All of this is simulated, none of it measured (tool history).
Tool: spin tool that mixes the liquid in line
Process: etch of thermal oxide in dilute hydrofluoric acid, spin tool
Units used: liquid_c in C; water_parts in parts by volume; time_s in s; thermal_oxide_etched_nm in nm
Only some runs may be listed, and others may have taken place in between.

run	hour	liquid_c	water_parts	time_s	thermal_oxide_etched_nm
1	0.0	23.0	220	75	1.50040
2	8.4	21.5	220	75	1.39690
3	15.3	20.5	220	75	1.35100
4	21.5	20.5	285	75	0.97129
5	26.2	23.5	285	75	1.07520
6	34.8	24.0	285	75	1.09290
7	42.4	24.5	285	75	1.12030

Forecast run 8:
8	48.0	24.5	285	75	?

{"run 8": {"thermal_oxide_etched_nm": 1.1333}}
